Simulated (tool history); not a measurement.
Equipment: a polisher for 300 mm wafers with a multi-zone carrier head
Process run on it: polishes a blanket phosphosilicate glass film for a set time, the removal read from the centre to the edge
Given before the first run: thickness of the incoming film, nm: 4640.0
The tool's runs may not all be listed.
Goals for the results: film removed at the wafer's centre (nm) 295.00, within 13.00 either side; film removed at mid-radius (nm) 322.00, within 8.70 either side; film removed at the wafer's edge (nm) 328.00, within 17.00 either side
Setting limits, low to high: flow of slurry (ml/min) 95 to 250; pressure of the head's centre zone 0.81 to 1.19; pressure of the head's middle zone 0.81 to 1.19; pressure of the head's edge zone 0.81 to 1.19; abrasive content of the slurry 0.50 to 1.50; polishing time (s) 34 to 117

| run | hour | flow of slurry (ml/min) | pressure of the head's centre zone | pressure of the head's middle zone | pressure of the head's edge zone | abrasive content of the slurry | polishing time (s) | film removed at the wafer's centre (nm) | film removed at mid-radius (nm) | film removed at the wafer's edge (nm) |
|---|---|---|---|---|---|---|---|---|---|---|
| 1 | 0.0 | 160 | 1.00 | 1.00 | 1.00 | 1.00 | 75 | 477.31 | 483.80 | 493.05 |
| 2 | 6.8 | 155 | 0.97 | 0.98 | 0.97 | 0.90 | 74 | 446.51 | 444.83 | 462.55 |
| 3 | 9.3 | 150 | 0.94 | 0.99 | 0.96 | 0.80 | 72 | 389.77 | 414.10 | 432.90 |
| 4 | 18.1 | 150 | 0.94 | 0.99 | 0.91 | 0.80 | 72 | 396.23 | 416.33 | 396.25 |
| 5 | 19.6 | 150 | 0.94 | 0.99 | 0.91 | 0.80 | 88 | 473.71 | 507.36 | 514.71 |
| 6 | 25.2 | 150 | 0.94 | 0.99 | 0.91 | 0.80 | 74 | 403.41 | 427.64 | 428.40 |
| 7 | 33.3 | 150 | 0.93 | 0.98 | 0.90 | 0.75 | 72 | 378.74 | 405.93 | 397.83 |
| 8 | 39.3 | 145 | 0.92 | 0.96 | 0.89 | 0.70 | 71 | 362.00 | 376.43 | 385.15 |
| 9 | 40.9 | 145 | 0.91 | 0.96 | 0.88 | 0.65 | 70 | 344.85 | 359.48 | 362.09 |
| 10 | 49.5 | 110 | 0.81 | 0.90 | 0.82 | 0.60 | 70 | 273.86 | 315.00 | 331.16 |
| 11 | 51.3 | 110 | 0.81 | 0.90 | 0.82 | 0.60 | 70 | 273.11 | 314.84 | 328.89 |
| 12 | 56.9 | 115 | 0.82 | 0.90 | 0.82 | 0.60 | 70 | 279.93 | 318.26 | 330.47 |

Pick the move, out of 5, that brings all results within their allowed miss; only one does.
| A | 62.5 | 140 | 0.83 | 0.95 | 0.81 | 0.70 | 59 | ? | ? | ? |
| B | 62.5 | 125 | 0.92 | 0.89 | 0.81 | 0.55 | 69 | ? | ? | ? |
| C | 62.5 | 120 | 0.81 | 0.86 | 0.89 | 0.60 | 68 | ? | ? | ? |
| D | 62.5 | 115 | 0.87 | 0.93 | 0.85 | 0.90 | 59 | ? | ? | ? |
| E | 62.5 | 105 | 0.81 | 0.93 | 0.81 | 0.50 | 74 | ? | ? | ? |

| move | film removed at the wafer's centre (nm) | film removed at mid-radius (nm) | film removed at the wafer's edge (nm) |
|---|---|---|---|
| A | 266.12 | 308.37 | 296.54 |
| B | 306.69 | 304.28 | 311.41 |
| C | 272.04 | 298.90 | 329.04 |
| D | 292.69 | 319.44 | 323.49 |
| E | 266.67 | 313.88 | 313.14 |
A: the biggest miss grows against the last run
B: brings the last run's worst result on target, with another outside its allowed miss
C: the biggest miss grows against the last run
D: hits every target within its allowed miss
E: the biggest miss grows against the last run
Go with D: it meets all targets.
